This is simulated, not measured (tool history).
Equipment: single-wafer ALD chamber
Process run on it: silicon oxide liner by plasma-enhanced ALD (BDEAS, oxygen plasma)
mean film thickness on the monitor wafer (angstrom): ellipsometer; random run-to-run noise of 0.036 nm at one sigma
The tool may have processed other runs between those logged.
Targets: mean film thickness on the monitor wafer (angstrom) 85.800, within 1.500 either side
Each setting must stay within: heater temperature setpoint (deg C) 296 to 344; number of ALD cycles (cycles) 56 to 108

run	day	heater temperature setpoint (deg C)	number of ALD cycles (cycles)	mean film thickness on the monitor wafer (angstrom)
1	0.000	320	82	68.605
2	0.183	320	91	76.852
3	0.321	320	93	78.409
4	0.500	320	94	79.480
5	0.550	310	94	79.273
6	0.733	300	94	80.784
7	0.862	300	95	82.200
8	0.929	300	96	83.341
9	1.292	300	97	84.079

Exactly one of the 5 candidate moves below puts every result within its allowed miss. Which one?
A	1.654	296	98	?
B	1.654	302	96	?
C	1.654	296	94	?
D	1.654	297	95	?
E	1.654	297	104	?

move	mean film thickness on the monitor wafer (angstrom)
A	85.835
B	83.069
C	82.332
D	82.931
E	90.787
A: all results land within tolerance of their targets
B: moves away from the targets compared with the last run
C: moves away from the targets compared with the last run
D: moves away from the targets compared with the last run
E: carries the result that was furthest off beyond its target, to the other side
So the answer is move A, the one that meets all the targets.
